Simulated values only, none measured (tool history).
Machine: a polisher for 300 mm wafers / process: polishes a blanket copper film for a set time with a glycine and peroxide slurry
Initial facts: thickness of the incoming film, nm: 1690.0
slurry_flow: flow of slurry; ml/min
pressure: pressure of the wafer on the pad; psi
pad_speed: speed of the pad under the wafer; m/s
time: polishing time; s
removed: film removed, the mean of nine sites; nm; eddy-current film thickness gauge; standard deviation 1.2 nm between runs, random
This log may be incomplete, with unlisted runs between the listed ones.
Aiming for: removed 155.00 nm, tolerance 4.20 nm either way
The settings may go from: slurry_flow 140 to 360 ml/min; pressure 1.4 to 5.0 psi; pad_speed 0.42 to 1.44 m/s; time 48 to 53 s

| run | hour | slurry_flow | pressure | pad_speed | time | removed |
|---|---|---|---|---|---|---|
| 1 | 0.0 | 230 | 3.2 | 0.92 | 53 | 285.95 |
| 2 | 4.1 | 230 | 3.2 | 0.78 | 53 | 252.94 |
| 3 | 11.4 | 285 | 3.2 | 0.78 | 53 | 258.24 |
| 4 | 12.4 | 285 | 2.9 | 0.78 | 53 | 238.82 |
| 5 | 20.4 | 285 | 2.9 | 0.92 | 53 | 268.33 |
| 6 | 22.4 | 285 | 2.9 | 0.84 | 53 | 250.06 |
| 7 | 28.3 | 285 | 2.7 | 0.82 | 53 | 230.17 |
| 8 | 34.2 | 285 | 2.5 | 0.82 | 53 | 220.42 |
| 9 | 36.2 | 260 | 1.6 | 0.72 | 53 | 144.36 |

Which of these 4 next moves meets every target?
| A | 38.2 | 260 | 1.7 | 0.70 | 53 | ? |
| B | 38.2 | 265 | 2.1 | 0.64 | 52 | ? |
| C | 38.2 | 265 | 1.8 | 0.82 | 53 | ? |
| D | 38.2 | 240 | 1.5 | 0.76 | 52 | ? |

| move | removed |
|---|---|
| A | 144.48 |
| B | 154.32 |
| C | 168.01 |
| D | 136.50 |
A: no better and no worse than the last run
B: all results in spec
C: carries the result that was furthest off beyond its target, to the other side
D: moves away from the targets compared with the last run
Correct choice: B, which meets every target
